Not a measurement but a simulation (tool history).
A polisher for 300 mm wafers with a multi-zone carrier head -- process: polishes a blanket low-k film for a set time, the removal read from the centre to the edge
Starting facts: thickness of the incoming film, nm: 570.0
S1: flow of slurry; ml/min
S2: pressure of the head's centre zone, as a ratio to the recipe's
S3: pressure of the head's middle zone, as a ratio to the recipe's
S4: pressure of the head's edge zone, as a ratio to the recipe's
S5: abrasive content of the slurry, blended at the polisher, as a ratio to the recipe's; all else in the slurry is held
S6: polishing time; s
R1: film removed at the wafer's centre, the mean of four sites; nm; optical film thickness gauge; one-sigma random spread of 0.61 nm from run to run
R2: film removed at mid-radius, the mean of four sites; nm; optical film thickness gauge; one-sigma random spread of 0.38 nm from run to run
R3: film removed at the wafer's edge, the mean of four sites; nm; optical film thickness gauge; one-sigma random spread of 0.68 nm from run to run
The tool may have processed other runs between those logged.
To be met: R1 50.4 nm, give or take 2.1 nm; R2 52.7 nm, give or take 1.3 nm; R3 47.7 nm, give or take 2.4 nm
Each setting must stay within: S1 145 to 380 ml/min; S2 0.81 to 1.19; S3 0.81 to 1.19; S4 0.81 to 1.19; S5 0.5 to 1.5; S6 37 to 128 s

run 1 hour=0 | S1=245 S2=1 S3=1 S4=1 S5=1 S6=82 | R1=40.306 R2=39.338 R3=37.45
run 2 hour=2.9 | S1=250 S2=1.01 S3=1.02 S4=1.02 S5=1.05 S6=82 | R1=42.574 R2=41.372 R3=39.611
run 3 hour=4.4 | S1=250 S2=1.08 S3=1.02 S4=1.02 S5=1.05 S6=82 | R1=45.636 R2=40.853 R3=39.69
run 4 hour=6.1 | S1=255 S2=1.08 S3=1.04 S4=1.03 S5=1.05 S6=82 | R1=45.577 R2=41.714 R3=39.584
run 5 hour=7.6 | S1=255 S2=1.02 S3=1.04 S4=1.03 S5=1.05 S6=82 | R1=42.725 R2=41.551 R3=40.545
run 6 hour=14.5 | S1=255 S2=1.02 S3=0.99 S4=1.03 S5=1.05 S6=82 | R1=43.075 R2=40.412 R3=39.657
run 7 hour=22.3 | S1=260 S2=1.02 S3=1.01 S4=1.03 S5=1.05 S6=82 | R1=42.863 R2=41.108 R3=40.745
run 8 hour=26.3 | S1=265 S2=1.02 S3=1.03 S4=1.03 S5=1.05 S6=82 | R1=42.37 R2=41.544 R3=40.689
run 9 hour=32.4 | S1=295 S2=1.09 S3=1.13 S4=1.1 S5=1.3 S6=83 | R1=52.643 R2=50.242 R3=46.085
-- hour=38.2 edge zone pressure recalibrated
run 10 hour=38.2 | S1=305 S2=1.02 S3=1.17 S4=1.14 S5=1.35 S6=83 | R1=49.615 R2=52.61 R3=51.091
run 11 hour=43.1 | S1=305 S2=1.02 S3=1.17 S4=1.13 S5=1.35 S6=83 | R1=49.802 R2=53.584 R3=50.88

Which of these 4 next moves meets every target?
run A hour=48 | S1=355 S2=0.95 S3=1.06 S4=1.19 S5=1.5 S6=85 | R1=? R2=? R3=?
run B hour=48 | S1=330 S2=1 S3=1.14 S4=1.19 S5=1.45 S6=85 | R1=? R2=? R3=?
run C hour=48 | S1=310 S2=1.05 S3=1.19 S4=1.11 S5=1.1 S6=89 | R1=? R2=? R3=?
run D hour=48 | S1=330 S2=0.96 S3=1.06 S4=1.16 S5=1.45 S6=86 | R1=? R2=? R3=?

move=A R1=50.973 R2=52.949 R3=56.098
move=B R1=52.646 R2=54.976 R3=55.054
move=C R1=50.994 R2=52.462 R3=49.025
move=D R1=51.093 R2=52.55 R3=55.018
A: its largest miss is bigger than the last run's
B: its largest miss is bigger than the last run's
C: every result lands within tolerance
D: its largest miss is bigger than the last run's
The move that meets every target is C.

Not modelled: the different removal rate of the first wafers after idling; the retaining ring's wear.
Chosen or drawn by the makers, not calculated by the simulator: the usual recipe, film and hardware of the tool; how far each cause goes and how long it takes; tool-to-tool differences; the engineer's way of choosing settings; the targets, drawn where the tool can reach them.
